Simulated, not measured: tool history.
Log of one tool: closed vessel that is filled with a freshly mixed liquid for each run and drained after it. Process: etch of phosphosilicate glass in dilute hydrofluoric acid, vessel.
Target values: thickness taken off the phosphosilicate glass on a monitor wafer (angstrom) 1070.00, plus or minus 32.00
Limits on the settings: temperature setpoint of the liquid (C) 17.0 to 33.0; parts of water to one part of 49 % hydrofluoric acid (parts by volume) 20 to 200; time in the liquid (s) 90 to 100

run  hour  temperature setpoint of the liquid (C)  parts of water to one part of 49 % hydrofluoric acid (parts by volume)  time in the liquid (s)  thickness taken off the phosphosilicate glass on a monitor wafer (angstrom)
  1   0.0                                    25.0                                                                     110                      90                                                                      1306.60
  2   4.6                                    24.0                                                                     110                      90                                                                      1258.10
  3   7.9                                    23.5                                                                     110                      90                                                                      1237.60
  4   9.4                                    23.0                                                                     110                      90                                                                      1212.80
  5  11.0                                    23.0                                                                     150                      90                                                                       846.28
  6  15.1                                    24.0                                                                     150                      90                                                                       881.97
  7  17.4                                    25.0                                                                     150                      90                                                                       909.75
  8  20.0                                    25.5                                                                     150                      90                                                                       923.93
  9  21.7                                    26.0                                                                     150                      90                                                                       953.54
 10  24.8                                    26.5                                                                     150                      90                                                                       964.14
 11  30.5                                    27.0                                                                     150                      90                                                                       987.68
 12  33.3                                    27.5                                                                     150                      90                                                                      1014.80

Pick the move, out of 4, that brings all results within their allowed miss; only one does.
  A  36.1                                    27.5                                                                     140                      95                                                                            ?
  B  36.1                                    26.5                                                                     150                     100                                                                            ?
  C  36.1                                    25.5                                                                     140                     100                                                                            ?
  D  36.1                                    26.5                                                                     140                     100                                                                            ?

move  thickness taken off the phosphosilicate glass on a monitor wafer (angstrom)
   A                                                                      1148.80
   B                                                                      1074.10
   C                                                                      1121.80
   D                                                                      1165.00
A: takes the biggest miss from the last run beyond its target
B: every result within its allowed miss
C: takes the biggest miss from the last run beyond its target
D: takes the biggest miss from the last run beyond its target
The right move is B.
